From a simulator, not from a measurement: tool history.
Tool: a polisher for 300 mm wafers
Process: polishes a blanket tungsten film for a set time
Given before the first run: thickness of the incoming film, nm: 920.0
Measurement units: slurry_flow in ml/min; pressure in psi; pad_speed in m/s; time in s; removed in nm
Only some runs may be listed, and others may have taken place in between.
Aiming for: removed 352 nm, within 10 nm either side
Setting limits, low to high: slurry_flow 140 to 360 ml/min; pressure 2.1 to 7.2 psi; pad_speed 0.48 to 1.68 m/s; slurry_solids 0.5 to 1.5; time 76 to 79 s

| run | hour | slurry_flow | pressure | pad_speed | slurry_solids | time | removed |
|---|---|---|---|---|---|---|---|
| 1 | 0 | 230 | 4.6 | 1.08 | 1 | 76 | 396.47 |
| 2 | 2.9 | 210 | 4.6 | 1.08 | 1 | 76 | 390.32 |
| 3 | 9.2 | 205 | 4.5 | 1.08 | 1 | 76 | 381.22 |
| 4 | 9.9 | 205 | 4.5 | 0.92 | 1 | 76 | 320.44 |
| 5 | 15.4 | 210 | 4.5 | 0.92 | 1 | 76 | 328.26 |
| 6 | 21.3 | 215 | 4.5 | 0.92 | 1 | 76 | 329.33 |
| 7 | 23.2 | 220 | 4.5 | 0.92 | 1 | 76 | 330.28 |
| 8 | 29.3 | 225 | 4.5 | 0.92 | 1 | 76 | 330 |
| 9 | 31.2 | 230 | 4.5 | 0.92 | 1 | 76 | 330.94 |
| 10 | 32.5 | 235 | 4.5 | 0.92 | 1 | 76 | 327.63 |

4 candidate next runs follow, results not yet known. Just one meets every target within its allowed miss. Identify it.
| A | 33.8 | 225 | 4 | 1.04 | 0.9 | 76 | ? |
| B | 33.8 | 220 | 6.3 | 0.78 | 0.65 | 79 | ? |
| C | 33.8 | 235 | 4.2 | 0.94 | 1.05 | 76 | ? |
| D | 33.8 | 220 | 3.5 | 1.06 | 1.2 | 76 | ? |

| move | removed |
|---|---|
| A | 320.6 |
| B | 351.41 |
| C | 321.6 |
| D | 312.95 |
A: further off than the last run
B: hits every target within its allowed miss
C: further off than the last run
D: further off than the last run
The move that meets every target is B.

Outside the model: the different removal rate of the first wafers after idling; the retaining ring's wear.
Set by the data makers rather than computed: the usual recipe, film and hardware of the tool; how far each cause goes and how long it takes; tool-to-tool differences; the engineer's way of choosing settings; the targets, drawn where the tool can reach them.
